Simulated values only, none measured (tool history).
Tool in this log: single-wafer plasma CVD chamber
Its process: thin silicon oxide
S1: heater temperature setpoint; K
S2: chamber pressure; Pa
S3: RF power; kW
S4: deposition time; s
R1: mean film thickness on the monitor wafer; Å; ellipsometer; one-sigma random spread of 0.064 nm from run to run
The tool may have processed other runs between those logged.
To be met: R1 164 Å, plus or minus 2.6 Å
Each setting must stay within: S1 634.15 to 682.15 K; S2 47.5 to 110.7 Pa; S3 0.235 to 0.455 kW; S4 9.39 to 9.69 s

run	day	S1	S2	S3	S4	R1
1	0	658.15	79.1	0.345	9.39	138.87
2	0.271	658.15	90.9	0.345	9.39	155.71
3	0.592	651.15	90.9	0.345	9.39	155.42
4	0.671	651.15	92.7	0.345	9.39	158.28
5	0.754	651.15	100.1	0.345	9.39	168.9
6	0.921	651.15	99.1	0.345	9.39	167.2
7	1.121	651.15	99.1	0.345	9.39	166.54
8	1.271	651.15	98.5	0.345	9.39	166.51
9	1.379	651.15	98.5	0.345	9.39	167.11

Pick the move, out of 4, that brings all results within their allowed miss; only one does.
A	1.488	663.15	105.5	0.29	9.69	?
B	1.488	642.15	95.1	0.36	9.62	?
C	1.488	649.15	92.8	0.35	9.61	?
D	1.488	657.15	99.9	0.325	9.69	?

move	R1
A	169.19
B	169.23
C	163.18
D	169.42
A: its largest miss is bigger than the last run's
B: its largest miss is bigger than the last run's
C: each result inside its tolerance
D: its largest miss is bigger than the last run's
C is the move that brings every result within its allowed miss.

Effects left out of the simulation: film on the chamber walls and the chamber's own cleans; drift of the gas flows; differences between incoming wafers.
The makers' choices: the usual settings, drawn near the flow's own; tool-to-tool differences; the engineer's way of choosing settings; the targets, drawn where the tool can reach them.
